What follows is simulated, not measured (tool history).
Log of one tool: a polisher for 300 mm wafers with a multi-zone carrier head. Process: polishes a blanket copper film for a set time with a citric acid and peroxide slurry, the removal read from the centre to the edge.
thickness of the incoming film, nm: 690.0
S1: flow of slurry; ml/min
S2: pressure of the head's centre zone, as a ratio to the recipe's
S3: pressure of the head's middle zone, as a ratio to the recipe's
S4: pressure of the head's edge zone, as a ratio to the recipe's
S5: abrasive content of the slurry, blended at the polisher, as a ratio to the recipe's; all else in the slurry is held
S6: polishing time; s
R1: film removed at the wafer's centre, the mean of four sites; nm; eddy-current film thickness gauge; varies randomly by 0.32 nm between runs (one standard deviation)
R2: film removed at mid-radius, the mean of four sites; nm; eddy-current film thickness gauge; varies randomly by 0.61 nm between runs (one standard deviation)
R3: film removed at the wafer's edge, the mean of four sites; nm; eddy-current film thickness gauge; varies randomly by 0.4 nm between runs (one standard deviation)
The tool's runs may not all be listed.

| run | day | S1 | S2 | S3 | S4 | S5 | S6 | R1 | R2 | R3 |
|---|---|---|---|---|---|---|---|---|---|---|
| 1 | 0 | 275 | 1 | 1 | 1 | 1 | 31 | 73.866 | 76.578 | 73.827 |
| 2 | 0.054 | 260 | 0.96 | 0.95 | 1 | 0.85 | 29 | 63.856 | 66.304 | 67.931 |
| 3 | 0.35 | 250 | 0.94 | 0.91 | 0.99 | 0.75 | 27 | 56.29 | 58.219 | 61.327 |
| 4 | 0.621 | 250 | 0.94 | 0.91 | 0.99 | 0.75 | 21 | 43.977 | 45.174 | 46.487 |
| 5 | 0.788 | 245 | 0.93 | 0.89 | 1.02 | 0.75 | 21 | 43.558 | 44.312 | 47.494 |
| 6 | 0.833 | 295 | 0.93 | 0.89 | 1.02 | 0.75 | 21 | 44.635 | 45.627 | 48.707 |

What will run 7 give?
| 7 | 1.05 | 285 | 0.92 | 0.87 | 1.03 | 0.75 | 21 | ? | ? | ? |

R1: 43.508 nm
R2: 44.393 nm
R3: 48.651 nm

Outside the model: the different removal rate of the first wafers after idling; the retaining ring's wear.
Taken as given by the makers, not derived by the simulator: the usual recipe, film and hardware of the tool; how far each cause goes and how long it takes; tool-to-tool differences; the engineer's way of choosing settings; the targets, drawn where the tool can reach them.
